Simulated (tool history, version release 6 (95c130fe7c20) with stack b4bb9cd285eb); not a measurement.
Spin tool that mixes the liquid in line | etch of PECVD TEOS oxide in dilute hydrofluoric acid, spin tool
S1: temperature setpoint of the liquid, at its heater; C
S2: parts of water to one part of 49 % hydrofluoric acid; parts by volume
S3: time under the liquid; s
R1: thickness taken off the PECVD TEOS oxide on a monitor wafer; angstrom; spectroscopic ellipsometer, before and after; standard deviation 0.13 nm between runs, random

{"run": 1, "hour": 0.0, "S1": 23.0, "S2": 120, "S3": 80, "R1": 99.565}
{"run": 2, "hour": 3.4, "S1": 25.0, "S2": 115, "S3": 80, "R1": 115.95}
{"run": 3, "hour": 9.3, "S1": 26.5, "S2": 115, "S3": 80, "R1": 122.25}
{"run": 4, "hour": 16.4, "S1": 27.5, "S2": 110, "S3": 80, "R1": 132.47}
{"run": 5, "hour": 19.0, "S1": 28.5, "S2": 105, "S3": 80, "R1": 143.29}
{"run": 6, "hour": 19.8, "S1": 29.0, "S2": 105, "S3": 80, "R1": 146.78}

Run 7, settings as shown, results not yet in. Your forecast:
{"run": 7, "hour": 28.7, "S1": 29.5, "S2": 105, "S3": 80, "R1": "?"}

{"run 7": {"R1": 150.9}}
